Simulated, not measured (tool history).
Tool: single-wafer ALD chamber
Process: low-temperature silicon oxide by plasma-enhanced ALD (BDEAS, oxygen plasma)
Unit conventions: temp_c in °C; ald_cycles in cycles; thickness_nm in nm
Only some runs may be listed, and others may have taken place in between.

run 1 day=0 | temp_c=100 ald_cycles=36 | thickness_nm=5.4103
run 2 day=0.212 | temp_c=100 ald_cycles=38 | thickness_nm=5.689
run 3 day=0.412 | temp_c=104 ald_cycles=35 | thickness_nm=5.1794
run 4 day=0.708 | temp_c=112 ald_cycles=35 | thickness_nm=5.1151
run 5 day=0.771 | temp_c=113 ald_cycles=33 | thickness_nm=4.8088
run 6 day=1.05 | temp_c=108 ald_cycles=33 | thickness_nm=4.8685
run 7 day=1.358 | temp_c=110 ald_cycles=31 | thickness_nm=4.5491
run 8 day=1.396 | temp_c=111 ald_cycles=30 | thickness_nm=4.4012
run 9 day=1.438 | temp_c=112 ald_cycles=29 | thickness_nm=4.2192

Predict the results of run 10:
run 10 day=1.671 | temp_c=122 ald_cycles=27 | thickness_nm=?

{"run 10": {"thickness_nm": 3.8576}}
